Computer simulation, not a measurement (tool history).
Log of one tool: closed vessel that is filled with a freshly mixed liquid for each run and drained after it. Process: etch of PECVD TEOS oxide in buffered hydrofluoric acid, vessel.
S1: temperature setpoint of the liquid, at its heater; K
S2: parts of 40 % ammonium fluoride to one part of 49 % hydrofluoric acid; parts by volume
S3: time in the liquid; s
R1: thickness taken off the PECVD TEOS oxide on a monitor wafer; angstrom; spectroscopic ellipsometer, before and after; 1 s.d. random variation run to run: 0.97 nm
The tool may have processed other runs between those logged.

run    day      S1    S2   S3      R1
  1      0  294.15  17.5   95  538.22
  2  0.075  294.15  19.5   95  477.17
  3  0.121  296.15  19.5   95   536.6
  4   0.35  299.15  19.5   95  633.78
  5  0.438  299.15  19.5  105  697.78
  6  0.617  299.15    23  105  622.68

What will run 7 give?
  7  0.838  299.65  20  105   ?

R1: 706.56 angstrom

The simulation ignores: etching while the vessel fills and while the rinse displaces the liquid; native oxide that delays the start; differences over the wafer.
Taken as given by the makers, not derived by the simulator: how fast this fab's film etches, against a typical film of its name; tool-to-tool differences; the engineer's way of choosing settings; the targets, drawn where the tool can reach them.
